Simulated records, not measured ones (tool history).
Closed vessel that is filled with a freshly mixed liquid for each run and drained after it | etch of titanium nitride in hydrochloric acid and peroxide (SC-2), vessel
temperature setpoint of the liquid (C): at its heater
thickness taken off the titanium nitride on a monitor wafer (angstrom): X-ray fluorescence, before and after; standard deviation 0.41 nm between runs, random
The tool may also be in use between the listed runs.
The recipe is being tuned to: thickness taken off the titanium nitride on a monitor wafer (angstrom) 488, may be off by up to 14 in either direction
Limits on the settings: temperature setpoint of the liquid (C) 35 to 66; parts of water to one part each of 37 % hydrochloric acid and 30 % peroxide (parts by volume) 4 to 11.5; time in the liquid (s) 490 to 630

run,hour,temperature setpoint of the liquid (C),parts of water to one part each of 37 % hydrochloric acid and 30 % peroxide (parts by volume),time in the liquid (s),thickness taken off the titanium nitride on a monitor wafer (angstrom)
1,0,50,6.5,630,229.9
2,9.4,50,7.5,630,205.69
3,17.2,54,7.5,630,268.41
4,23.7,54,7.5,490,209.83
5,27.6,54,7.5,630,272.62
# hour 32.4: chemicals flow meter replaced
6,32.4,54,7.5,630,291.54
7,37.5,56,7.5,630,332.3
8,43.2,57.5,7.5,630,360.23
9,44.6,63,7.5,630,518.38

Which single option among these 4 for the next run brings every result within its allowed miss of target? Just one does.
A,46,62.5,6,565,?
B,46,65.5,7.5,590,?
C,46,65.5,8,585,?
D,46,66,8,525,?

move,thickness taken off the titanium nitride on a monitor wafer (angstrom)
A,531.05
B,561.2
C,528.62
D,489
A: its largest miss is bigger than the last run's
B: its largest miss is bigger than the last run's
C: its largest miss is bigger than the last run's
D: all results in spec
D is the move that brings every result within its allowed miss.
